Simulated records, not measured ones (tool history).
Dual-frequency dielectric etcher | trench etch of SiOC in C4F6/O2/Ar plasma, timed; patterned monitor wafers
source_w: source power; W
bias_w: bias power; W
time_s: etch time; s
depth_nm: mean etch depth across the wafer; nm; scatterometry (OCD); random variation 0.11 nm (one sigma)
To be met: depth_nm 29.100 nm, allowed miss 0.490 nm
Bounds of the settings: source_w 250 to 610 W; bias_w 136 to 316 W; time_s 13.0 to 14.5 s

run  hour  source_w  bias_w  time_s  depth_nm
  1   0.0       430     226    14.5    33.759
  2   7.4       390     223    14.5    32.606
  3   8.7       440     223    14.5    33.794
  4  12.9       390     223    14.5    32.388
  5  16.6       390     194    14.5    30.968
  6  22.7       370     193    14.5    30.228
  7  28.5       360     192    14.5    29.994
  8  30.6       350     191    14.5    29.706

5 next moves are on the table. One of them brings every result within its allowed miss. Which?
  A  32.7       330     243    14.0         ?
  B  32.7       350     178    14.0         ?
  C  32.7       320     242    13.5         ?
  D  32.7       400     200    14.0         ?
  E  32.7       420     189    14.0         ?

move  depth_nm
   A    30.568
   B    28.173
   C    29.128
   D    30.648
   E    30.625
A: further off than the last run
B: takes the result that was furthest off past its target
C: meets every target
D: further off than the last run
E: further off than the last run
The right move is C.
